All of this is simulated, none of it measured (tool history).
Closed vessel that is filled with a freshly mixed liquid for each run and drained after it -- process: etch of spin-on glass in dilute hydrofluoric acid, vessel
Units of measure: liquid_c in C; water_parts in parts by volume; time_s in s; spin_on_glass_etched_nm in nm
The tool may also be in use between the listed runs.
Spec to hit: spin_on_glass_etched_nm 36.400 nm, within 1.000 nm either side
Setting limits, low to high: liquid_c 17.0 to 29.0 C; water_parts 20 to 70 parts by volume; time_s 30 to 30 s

Run 1, hour 0.0: liquid_c 21.0 C, water_parts 40 parts by volume, time_s 30 s. Result: spin_on_glass_etched_nm 25.012 nm.
Run 2, hour 3.2: liquid_c 23.0 C, water_parts 40 parts by volume, time_s 30 s. Result: spin_on_glass_etched_nm 27.232 nm.
Run 3, hour 10.6: liquid_c 23.0 C, water_parts 35 parts by volume, time_s 30 s. Result: spin_on_glass_etched_nm 31.556 nm.
Run 4, hour 17.8: liquid_c 24.0 C, water_parts 35 parts by volume, time_s 30 s. Result: spin_on_glass_etched_nm 33.366 nm.
Run 5, hour 25.1: liquid_c 24.0 C, water_parts 20 parts by volume, time_s 30 s. Result: spin_on_glass_etched_nm 59.267 nm.
Run 6, hour 26.9: liquid_c 24.0 C, water_parts 25 parts by volume, time_s 30 s. Result: spin_on_glass_etched_nm 46.847 nm.
Run 7, hour 30.4: liquid_c 22.5 C, water_parts 25 parts by volume, time_s 30 s. Result: spin_on_glass_etched_nm 44.019 nm.
Run 8, hour 37.3: liquid_c 21.5 C, water_parts 25 parts by volume, time_s 30 s. Result: spin_on_glass_etched_nm 41.536 nm.
Run 9, hour 40.0: liquid_c 21.0 C, water_parts 25 parts by volume, time_s 30 s. Result: spin_on_glass_etched_nm 40.096 nm.
Run 10, hour 42.4: liquid_c 20.5 C, water_parts 25 parts by volume, time_s 30 s. Result: spin_on_glass_etched_nm 39.442 nm.
Run 11, hour 45.4: liquid_c 20.0 C, water_parts 25 parts by volume, time_s 30 s. Result: spin_on_glass_etched_nm 38.904 nm.

Below are 5 possible settings for the next run. Only one of them brings all results inside the allowed miss of their targets. Which is it?
Run A, hour 48.4: liquid_c 18.5 C, water_parts 25 parts by volume, time_s 30 s. Result: spin_on_glass_etched_nm ?.
Run B, hour 48.4: liquid_c 17.0 C, water_parts 25 parts by volume, time_s 30 s. Result: spin_on_glass_etched_nm ?.
Run C, hour 48.4: liquid_c 19.5 C, water_parts 25 parts by volume, time_s 30 s. Result: spin_on_glass_etched_nm ?.
Run D, hour 48.4: liquid_c 24.5 C, water_parts 30 parts by volume, time_s 30 s. Result: spin_on_glass_etched_nm ?.
Run E, hour 48.4: liquid_c 21.5 C, water_parts 25 parts by volume, time_s 30 s. Result: spin_on_glass_etched_nm ?.

move  spin_on_glass_etched_nm
   A                   36.043
   B                   33.717
   C                   37.668
   D                   38.689
   E                   41.099
A: all results in spec
B: pushes the last run's worst result past its target
C: an improvement on the last run, though not all results are within tolerance
D: an improvement on the last run, though not all results are within tolerance
E: its largest miss is bigger than the last run's
Answer: A
